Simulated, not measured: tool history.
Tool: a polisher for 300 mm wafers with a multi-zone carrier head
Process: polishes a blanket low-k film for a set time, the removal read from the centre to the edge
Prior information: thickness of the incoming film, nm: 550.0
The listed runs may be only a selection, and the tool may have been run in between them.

| run | hour | flow of slurry (ml/min) | pressure of the head's centre zone | pressure of the head's middle zone | pressure of the head's edge zone | abrasive content of the slurry | polishing time (s) | film removed at the wafer's centre (Å) | film removed at mid-radius (Å) | film removed at the wafer's edge (Å) |
|---|---|---|---|---|---|---|---|---|---|---|
| 1 | 0.0 | 145 | 1.00 | 1.00 | 1.00 | 1.00 | 73 | 222.330 | 221.47 | 225.51 |
| 2 | 7.6 | 145 | 1.00 | 1.06 | 1.00 | 1.00 | 73 | 226.030 | 233.25 | 225.18 |
| 3 | 10.6 | 145 | 1.00 | 1.06 | 1.00 | 1.10 | 73 | 237.800 | 244.60 | 232.22 |
| 4 | 13.2 | 125 | 1.00 | 1.06 | 1.00 | 1.10 | 73 | 226.350 | 235.44 | 229.58 |
| 5 | 20.1 | 120 | 0.95 | 1.02 | 0.97 | 0.90 | 67 | 179.650 | 189.99 | 187.13 |
| 6 | 20.9 | 120 | 0.95 | 1.02 | 0.90 | 0.90 | 67 | 181.970 | 189.48 | 182.58 |
| 7 | 22.6 | 85 | 0.85 | 0.92 | 1.00 | 0.65 | 52 | 97.194 | 108.83 | 119.94 |
| 8 | 28.0 | 95 | 0.85 | 0.93 | 1.02 | 0.65 | 52 | 100.680 | 110.41 | 122.68 |

Run 9 is up next; what results do you expect?
| 9 | 29.4 | 100 | 0.84 | 0.95 | 1.04 | 0.65 | 52 | ? | ? | ? |

{"run 9": {"film removed at the wafer's centre (Å)": 101.42, "film removed at mid-radius (Å)": 113.41, "film removed at the wafer's edge (Å)": 125.0}}

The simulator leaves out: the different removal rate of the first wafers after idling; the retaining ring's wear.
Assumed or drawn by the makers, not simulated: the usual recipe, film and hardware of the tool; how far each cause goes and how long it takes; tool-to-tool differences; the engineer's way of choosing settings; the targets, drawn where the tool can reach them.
